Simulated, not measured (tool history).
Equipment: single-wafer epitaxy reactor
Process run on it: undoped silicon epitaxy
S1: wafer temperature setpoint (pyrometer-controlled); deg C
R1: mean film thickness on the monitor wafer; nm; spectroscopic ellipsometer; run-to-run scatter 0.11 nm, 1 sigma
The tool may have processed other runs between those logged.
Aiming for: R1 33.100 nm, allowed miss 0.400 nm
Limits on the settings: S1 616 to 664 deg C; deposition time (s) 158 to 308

Run 1, hour 0.0: S1 640 deg C, deposition time (s) 233. Result: R1 26.453 nm.
Run 2, hour 4.7: S1 642 deg C, deposition time (s) 233. Result: R1 27.895 nm.
Run 3, hour 7.6: S1 643 deg C, deposition time (s) 233. Result: R1 28.678 nm.
Run 4, hour 15.0: S1 650 deg C, deposition time (s) 233. Result: R1 33.838 nm.
Run 5, hour 23.0: S1 650 deg C, deposition time (s) 203. Result: R1 29.432 nm.
Run 6, hour 28.6: S1 651 deg C, deposition time (s) 203. Result: R1 30.377 nm.
Run 7, hour 34.9: S1 652 deg C, deposition time (s) 203. Result: R1 31.334 nm.
Run 8, hour 39.8: S1 653 deg C, deposition time (s) 203. Result: R1 31.889 nm.

Consider the 4 candidate settings below. Which is the only one whose results all fall within their allowed miss of target?
Run A, hour 44.7: S1 649 deg C, deposition time (s) 209. Result: R1 ?.
Run B, hour 44.7: S1 649 deg C, deposition time (s) 214. Result: R1 ?.
Run C, hour 44.7: S1 658 deg C, deposition time (s) 175. Result: R1 ?.
Run D, hour 44.7: S1 658 deg C, deposition time (s) 185. Result: R1 ?.

move      R1
   A  29.558
   B  30.265
   C  30.967
   D  32.736
A: further off than the last run
B: further off than the last run
C: further off than the last run
D: meets every target
The move that meets every target is D.
